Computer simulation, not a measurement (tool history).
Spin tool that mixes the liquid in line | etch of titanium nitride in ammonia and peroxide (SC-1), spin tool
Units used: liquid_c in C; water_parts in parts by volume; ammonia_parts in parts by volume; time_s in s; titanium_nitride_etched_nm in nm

run,hour,liquid_c,water_parts,ammonia_parts,time_s,titanium_nitride_etched_nm
1,0.0,58.0,23.0,0.45,35,4.6033
2,7.1,58.0,23.0,0.35,35,4.3891
3,10.7,55.0,23.0,0.35,35,3.6440
4,17.9,55.0,23.0,0.45,35,3.7680
5,19.8,55.0,26.5,0.45,35,3.4768
6,21.9,54.0,26.5,0.45,35,3.2552
7,24.7,53.5,26.5,0.45,35,3.1571

What will run 8 give?
8,28.5,53.0,26.5,0.45,35,?

{"run 8": {"titanium_nitride_etched_nm": 3.033}}
